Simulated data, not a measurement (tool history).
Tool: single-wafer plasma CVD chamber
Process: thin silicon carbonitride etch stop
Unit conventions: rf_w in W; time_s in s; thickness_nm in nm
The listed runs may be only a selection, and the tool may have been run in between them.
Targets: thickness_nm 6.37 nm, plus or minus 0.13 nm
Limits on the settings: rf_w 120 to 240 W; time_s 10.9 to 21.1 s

run    day  rf_w  time_s  thickness_nm
  1      0   180      16        7.7361
  2    0.2   170    15.5        7.5469
  3  0.517   170    14.8        7.0406
  4  0.858   165    14.5        6.8899
  5  1.038   160    14.3        6.7851
     1.375  -- thermocouple changed; heater temperature recalibrated
  6  1.375   185    14.3        7.0031
  7  1.733   180    14.1         6.838
  8  1.846   175      14        6.7755
  9  2.012   170    13.9        6.7479
 10  2.125   165    13.8        6.4917

4 next moves are on the table. One of them brings every result within its allowed miss. Which?
  A  2.238   230    13.2             ?
  B  2.238   145    14.1             ?
  C  2.238   185    13.1             ?
  D  2.238   170    13.9             ?

move  thickness_nm
   A        6.7594
   B        6.5727
   C        6.4061
   D        6.6823
A: moves away from the targets compared with the last run
B: moves away from the targets compared with the last run
C: all results land within tolerance of their targets
D: moves away from the targets compared with the last run
C meets every target.
